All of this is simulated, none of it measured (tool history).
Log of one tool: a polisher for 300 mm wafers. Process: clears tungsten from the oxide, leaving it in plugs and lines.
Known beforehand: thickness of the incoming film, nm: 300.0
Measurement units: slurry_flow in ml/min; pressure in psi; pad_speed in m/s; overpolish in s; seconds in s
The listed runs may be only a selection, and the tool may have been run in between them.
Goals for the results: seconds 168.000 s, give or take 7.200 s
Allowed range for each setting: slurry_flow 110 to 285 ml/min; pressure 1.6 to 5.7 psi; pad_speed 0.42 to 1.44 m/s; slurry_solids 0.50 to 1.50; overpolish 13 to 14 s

| run | hour | slurry_flow | pressure | pad_speed | slurry_solids | overpolish | seconds |
|---|---|---|---|---|---|---|---|
| 1 | 0.0 | 180 | 3.6 | 0.92 | 1.00 | 13 | 80.038 |
| 2 | 6.5 | 180 | 3.4 | 0.90 | 1.00 | 13 | 86.819 |
| 3 | 11.8 | 180 | 3.2 | 0.88 | 1.00 | 13 | 94.546 |
| 4 | 18.7 | 180 | 3.2 | 0.88 | 1.00 | 13 | 92.505 |
| 5 | 21.0 | 180 | 3.0 | 0.86 | 1.00 | 13 | 103.970 |
| 6 | 22.9 | 180 | 2.8 | 0.86 | 1.00 | 13 | 109.260 |
| 7 | 27.2 | 180 | 2.7 | 0.86 | 1.00 | 13 | 116.310 |
| 8 | 30.3 | 180 | 2.6 | 0.86 | 1.00 | 13 | 118.340 |
| 9 | 32.9 | 180 | 2.5 | 0.86 | 1.00 | 13 | 120.780 |
| 10 | 38.7 | 175 | 1.6 | 0.78 | 1.00 | 13 | 207.320 |
| 11 | 41.8 | 180 | 1.6 | 0.78 | 1.00 | 13 | 207.140 |
| 12 | 49.1 | 180 | 1.7 | 0.78 | 1.00 | 13 | 195.290 |
| 13 | 52.1 | 185 | 1.7 | 0.78 | 1.00 | 13 | 190.740 |
| 14 | 58.5 | 190 | 1.7 | 0.78 | 1.00 | 13 | 191.890 |
| 15 | 59.4 | 195 | 1.7 | 0.78 | 1.00 | 13 | 188.160 |
| 16 | 63.6 | 200 | 1.7 | 0.78 | 1.00 | 13 | 191.910 |

Of the 4 settings listed for the next run, only one would bring every result within its allowed miss of target. Which one?
| A | 67.8 | 225 | 1.8 | 0.78 | 1.25 | 13 | ? |
| B | 67.8 | 195 | 1.6 | 0.84 | 0.95 | 13 | ? |
| C | 67.8 | 205 | 2.4 | 0.68 | 1.20 | 13 | ? |
| D | 67.8 | 255 | 2.4 | 0.68 | 0.90 | 13 | ? |

| move | seconds |
|---|---|
| A | 169.220 |
| B | 191.080 |
| C | 150.200 |
| D | 156.190 |
A: each result inside its tolerance
B: no nearer and no further than the last run
C: pushes the last run's worst result past its target
D: pushes the last run's worst result past its target
The move that meets every target is A.
